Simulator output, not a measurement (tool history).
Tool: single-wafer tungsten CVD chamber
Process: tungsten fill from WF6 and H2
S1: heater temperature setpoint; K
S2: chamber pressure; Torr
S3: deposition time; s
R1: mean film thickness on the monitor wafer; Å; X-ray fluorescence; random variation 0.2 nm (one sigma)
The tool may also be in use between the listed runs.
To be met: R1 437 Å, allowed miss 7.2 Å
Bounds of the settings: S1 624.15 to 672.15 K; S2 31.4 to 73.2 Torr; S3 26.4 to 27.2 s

run 1 hour=0 | S1=648.15 S2=52.3 S3=26.4 | R1=528.96
run 2 hour=3.3 | S1=648.15 S2=47.3 S3=26.4 | R1=503.15
run 3 hour=9.9 | S1=653.15 S2=47.3 S3=26.4 | R1=557.9
run 4 hour=16.1 | S1=649.15 S2=47.2 S3=26.4 | R1=511.47
run 5 hour=21.8 | S1=657.15 S2=47.2 S3=26.4 | R1=590.71
run 6 hour=25.9 | S1=652.15 S2=47 S3=26.4 | R1=541.42
run 7 hour=34.6 | S1=649.15 S2=46.9 S3=26.4 | R1=511.33
run 8 hour=41.9 | S1=647.15 S2=46.8 S3=26.4 | R1=491.47
-- hour=42.8 thermocouple changed; heater temperature recalibrated
run 9 hour=42.8 | S1=645.15 S2=46.7 S3=26.4 | R1=515.36
run 10 hour=47.4 | S1=639.15 S2=45.6 S3=26.4 | R1=454.84
run 11 hour=50.7 | S1=638.15 S2=45.5 S3=26.4 | R1=444.34
run 12 hour=51.4 | S1=638.15 S2=45.5 S3=26.4 | R1=450.45

4 next moves are on the table. One of them brings every result within its allowed miss. Which?
run A hour=52.1 | S1=636.15 S2=44.6 S3=26.9 | R1=?
run B hour=52.1 | S1=638.15 S2=45.5 S3=27.2 | R1=?
run C hour=52.1 | S1=633.15 S2=45.2 S3=27.2 | R1=?
run D hour=52.1 | S1=640.15 S2=44.1 S3=26.4 | R1=?

move=A R1=435.5
move=B R1=462.02
move=C R1=417.83
move=D R1=459.42
A: meets every target
B: further off than the last run
C: takes the result that was furthest off past its target
D: further off than the last run
Move A is the one to make.
